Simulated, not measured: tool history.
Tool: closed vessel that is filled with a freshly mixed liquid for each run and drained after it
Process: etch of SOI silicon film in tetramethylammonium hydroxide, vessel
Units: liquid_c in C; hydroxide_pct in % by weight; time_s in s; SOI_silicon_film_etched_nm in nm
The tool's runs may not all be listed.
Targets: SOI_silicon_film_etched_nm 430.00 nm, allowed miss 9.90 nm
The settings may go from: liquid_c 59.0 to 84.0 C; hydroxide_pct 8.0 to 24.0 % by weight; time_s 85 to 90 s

run 1 hour=0.0 | liquid_c=72.0 hydroxide_pct=16.0 time_s=85 | SOI_silicon_film_etched_nm=627.28
run 2 hour=8.1 | liquid_c=70.0 hydroxide_pct=16.0 time_s=85 | SOI_silicon_film_etched_nm=557.69
run 3 hour=13.9 | liquid_c=68.5 hydroxide_pct=16.0 time_s=85 | SOI_silicon_film_etched_nm=505.94
run 4 hour=22.7 | liquid_c=68.5 hydroxide_pct=16.0 time_s=85 | SOI_silicon_film_etched_nm=509.29
run 5 hour=24.7 | liquid_c=67.5 hydroxide_pct=16.0 time_s=85 | SOI_silicon_film_etched_nm=479.57
run 6 hour=33.5 | liquid_c=67.5 hydroxide_pct=12.5 time_s=85 | SOI_silicon_film_etched_nm=542.28
run 7 hour=42.6 | liquid_c=66.5 hydroxide_pct=12.5 time_s=85 | SOI_silicon_film_etched_nm=504.96
run 8 hour=50.3 | liquid_c=65.5 hydroxide_pct=12.5 time_s=85 | SOI_silicon_film_etched_nm=480.08
run 9 hour=53.8 | liquid_c=65.0 hydroxide_pct=12.5 time_s=85 | SOI_silicon_film_etched_nm=461.07
run 10 hour=58.2 | liquid_c=64.5 hydroxide_pct=12.5 time_s=85 | SOI_silicon_film_etched_nm=452.75

5 next moves are on the table. One of them brings every result within its allowed miss. Which?
run A hour=62.6 | liquid_c=64.0 hydroxide_pct=11.5 time_s=90 | SOI_silicon_film_etched_nm=?
run B hour=62.6 | liquid_c=63.0 hydroxide_pct=13.0 time_s=85 | SOI_silicon_film_etched_nm=?
run C hour=62.6 | liquid_c=64.0 hydroxide_pct=10.5 time_s=85 | SOI_silicon_film_etched_nm=?
run D hour=62.6 | liquid_c=63.0 hydroxide_pct=11.0 time_s=85 | SOI_silicon_film_etched_nm=?
run E hour=62.6 | liquid_c=62.5 hydroxide_pct=12.0 time_s=85 | SOI_silicon_film_etched_nm=?

move=A SOI_silicon_film_etched_nm=470.50
move=B SOI_silicon_film_etched_nm=397.20
move=C SOI_silicon_film_etched_nm=459.15
move=D SOI_silicon_film_etched_nm=425.02
move=E SOI_silicon_film_etched_nm=398.71
A: further off than the last run
B: takes the result that was furthest off past its target
C: further off than the last run
D: meets every target
E: takes the result that was furthest off past its target
Move D is the one to make.
